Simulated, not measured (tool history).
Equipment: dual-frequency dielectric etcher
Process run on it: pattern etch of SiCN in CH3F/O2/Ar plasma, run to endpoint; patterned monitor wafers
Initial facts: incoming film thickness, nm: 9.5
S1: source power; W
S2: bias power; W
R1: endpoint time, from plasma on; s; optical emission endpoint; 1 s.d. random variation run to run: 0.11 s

{"run": 1, "hour": 0.0, "S1": 350, "S2": 75, "R1": 29.769}
{"run": 2, "hour": 6.4, "S1": 350, "S2": 68, "R1": 30.6}
{"run": 3, "hour": 7.3, "S1": 320, "S2": 68, "R1": 31.23}
{"run": 4, "hour": 8.7, "S1": 320, "S2": 76, "R1": 29.98}
{"run": 5, "hour": 15.8, "S1": 260, "S2": 76, "R1": 31.801}
{"run": 6, "hour": 23.7, "S1": 300, "S2": 76, "R1": 30.709}

Run 7, settings as shown, results not yet in. Your forecast:
{"run": 7, "hour": 31.5, "S1": 370, "S2": 81, "R1": "?"}

R1: 28.521 s

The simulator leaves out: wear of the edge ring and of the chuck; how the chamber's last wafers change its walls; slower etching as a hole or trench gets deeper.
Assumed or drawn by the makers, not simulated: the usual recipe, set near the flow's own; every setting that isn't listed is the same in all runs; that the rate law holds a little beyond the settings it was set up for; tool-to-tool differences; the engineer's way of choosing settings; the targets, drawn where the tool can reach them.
